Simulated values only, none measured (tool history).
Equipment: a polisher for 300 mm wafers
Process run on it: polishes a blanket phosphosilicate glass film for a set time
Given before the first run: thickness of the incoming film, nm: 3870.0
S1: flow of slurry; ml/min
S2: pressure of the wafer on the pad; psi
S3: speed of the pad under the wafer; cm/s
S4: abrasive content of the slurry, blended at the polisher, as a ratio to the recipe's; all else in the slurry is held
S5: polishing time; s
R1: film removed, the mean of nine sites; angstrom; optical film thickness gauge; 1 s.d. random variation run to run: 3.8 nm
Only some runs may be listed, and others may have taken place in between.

| run | hour | S1 | S2 | S3 | S4 | S5 | R1 |
|---|---|---|---|---|---|---|---|
| 1 | 0.0 | 225 | 2.1 | 92 | 1.0 | 46 | 2156.8 |
| 2 | 3.2 | 225 | 2.3 | 92 | 1.0 | 46 | 2392.6 |
| 3 | 6.6 | 225 | 2.5 | 92 | 1.0 | 46 | 2584.2 |
| 4 | 10.7 | 225 | 2.5 | 70 | 1.0 | 46 | 2114.3 |
| 5 | 15.1 | 225 | 2.7 | 70 | 1.0 | 46 | 2260.6 |
| 6 | 22.2 | 225 | 2.4 | 70 | 1.0 | 46 | 2014.6 |
| 7 | 31.2 | 225 | 2.4 | 70 | 1.0 | 46 | 1969.8 |

For run 8, what comes out?
| 8 | 33.1 | 225 | 2.6 | 70 | 1.0 | 46 | ? |

R1: 2148.2 angstrom
